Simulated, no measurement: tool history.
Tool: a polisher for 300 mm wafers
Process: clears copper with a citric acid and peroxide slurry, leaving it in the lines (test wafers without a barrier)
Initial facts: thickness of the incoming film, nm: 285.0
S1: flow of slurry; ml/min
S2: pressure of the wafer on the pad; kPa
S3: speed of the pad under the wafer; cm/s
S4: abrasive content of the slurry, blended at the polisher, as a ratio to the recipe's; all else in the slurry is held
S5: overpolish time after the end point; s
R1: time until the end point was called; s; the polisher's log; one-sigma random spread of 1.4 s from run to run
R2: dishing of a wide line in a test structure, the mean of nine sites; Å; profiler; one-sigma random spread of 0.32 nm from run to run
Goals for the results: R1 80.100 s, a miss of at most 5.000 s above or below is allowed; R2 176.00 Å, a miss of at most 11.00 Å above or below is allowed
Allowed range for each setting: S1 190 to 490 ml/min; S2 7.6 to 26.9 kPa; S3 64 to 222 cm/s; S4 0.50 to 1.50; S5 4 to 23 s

{"run": 1, "hour": 0.0, "S1": 315, "S2": 17.2, "S3": 142, "S4": 1.0, "S5": 12, "R1": 101.8, "R2": 140.81}
{"run": 2, "hour": 4.0, "S1": 315, "S2": 17.9, "S3": 142, "S4": 1.0, "S5": 12, "R1": 98.147, "R2": 150.2}
{"run": 3, "hour": 9.8, "S1": 315, "S2": 17.9, "S3": 114, "S4": 1.0, "S5": 12, "R1": 120.04, "R2": 136.07}
{"run": 4, "hour": 16.6, "S1": 315, "S2": 17.9, "S3": 114, "S4": 1.0, "S5": 16, "R1": 117.84, "R2": 147.52}
{"run": 5, "hour": 20.1, "S1": 315, "S2": 17.9, "S3": 114, "S4": 1.0, "S5": 18, "R1": 116.87, "R2": 158.4}
{"run": 6, "hour": 29.1, "S1": 315, "S2": 17.9, "S3": 114, "S4": 1.0, "S5": 13, "R1": 118.17, "R2": 136.66}
{"run": 7, "hour": 34.1, "S1": 315, "S2": 18.6, "S3": 114, "S4": 1.0, "S5": 13, "R1": 116.64, "R2": 140.07}
{"run": 8, "hour": 39.7, "S1": 315, "S2": 20.0, "S3": 116, "S4": 1.0, "S5": 13, "R1": 108.67, "R2": 148.68}
{"run": 9, "hour": 47.1, "S1": 315, "S2": 20.7, "S3": 118, "S4": 1.0, "S5": 13, "R1": 100.54, "R2": 147.88}
{"run": 10, "hour": 53.6, "S1": 315, "S2": 21.4, "S3": 118, "S4": 1.0, "S5": 13, "R1": 98.156, "R2": 147.99}
{"run": 11, "hour": 56.1, "S1": 315, "S2": 22.1, "S3": 118, "S4": 1.0, "S5": 14, "R1": 97.589, "R2": 152.77}
{"run": 12, "hour": 65.0, "S1": 315, "S2": 22.1, "S3": 118, "S4": 1.0, "S5": 14, "R1": 96.838, "R2": 151.36}
{"run": 13, "hour": 69.4, "S1": 315, "S2": 22.8, "S3": 120, "S4": 1.0, "S5": 15, "R1": 92.166, "R2": 163.06}
{"run": 14, "hour": 76.2, "S1": 315, "S2": 22.8, "S3": 120, "S4": 1.0, "S5": 15, "R1": 92.136, "R2": 163.42}

Exactly one of the 4 candidate moves below puts every result within its allowed miss. Which one?
{"run": "A", "hour": 83.0, "S1": 225, "S2": 24.8, "S3": 150, "S4": 1.15, "S5": 9, "R1": "?", "R2": "?"}
{"run": "B", "hour": 83.0, "S1": 395, "S2": 24.8, "S3": 100, "S4": 1.1, "S5": 14, "R1": "?", "R2": "?"}
{"run": "C", "hour": 83.0, "S1": 320, "S2": 26.2, "S3": 116, "S4": 1.1, "S5": 17, "R1": "?", "R2": "?"}
{"run": "D", "hour": 83.0, "S1": 400, "S2": 19.3, "S3": 154, "S4": 1.4, "S5": 11, "R1": "?", "R2": "?"}

move=A R1=65.250 R2=150.02
move=B R1=91.167 R2=157.15
move=C R1=76.777 R2=175.64
move=D R1=76.199 R2=152.31
A: pushes the last run's worst result past its target
B: an improvement on the last run, though not all results are within tolerance
C: hits every target within its allowed miss
D: brings the last run's worst result on target, with another outside its allowed miss
So the answer is move C, the one that meets all the targets.

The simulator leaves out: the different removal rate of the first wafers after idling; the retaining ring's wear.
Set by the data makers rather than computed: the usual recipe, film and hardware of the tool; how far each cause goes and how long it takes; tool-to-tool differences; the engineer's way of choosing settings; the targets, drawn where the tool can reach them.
